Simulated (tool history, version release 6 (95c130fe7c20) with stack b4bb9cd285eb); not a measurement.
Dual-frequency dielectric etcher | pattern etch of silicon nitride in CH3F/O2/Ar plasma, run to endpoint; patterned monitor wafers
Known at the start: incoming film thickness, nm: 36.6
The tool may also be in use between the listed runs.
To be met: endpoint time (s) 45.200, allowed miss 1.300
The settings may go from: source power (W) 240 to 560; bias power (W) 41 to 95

run,hour,source power (W),bias power (W),endpoint time (s)
1,0.0,400,68,52.095
2,6.6,410,69,51.322
3,12.3,340,69,55.975
4,15.0,340,63,57.644
5,21.8,360,64,55.888
6,24.8,360,54,59.962
7,33.4,380,56,57.915
8,38.4,400,58,55.471
# hour 39.4: wet clean of the chamber
9,39.4,420,59,56.339
10,45.2,430,62,54.534
11,47.6,440,65,52.942

5 next moves are on the table. One of them brings every result within its allowed miss. Which?
A,50.0,560,88,?
B,50.0,520,95,?
C,50.0,440,55,?
D,50.0,490,84,?
E,50.0,460,72,?

move,endpoint time (s)
A,42.322
B,42.246
C,57.105
D,45.615
E,50.002
A: takes the result that was furthest off past its target
B: takes the result that was furthest off past its target
C: further off than the last run
D: meets every target
E: nearer than the last run, and not there yet
Answer: D

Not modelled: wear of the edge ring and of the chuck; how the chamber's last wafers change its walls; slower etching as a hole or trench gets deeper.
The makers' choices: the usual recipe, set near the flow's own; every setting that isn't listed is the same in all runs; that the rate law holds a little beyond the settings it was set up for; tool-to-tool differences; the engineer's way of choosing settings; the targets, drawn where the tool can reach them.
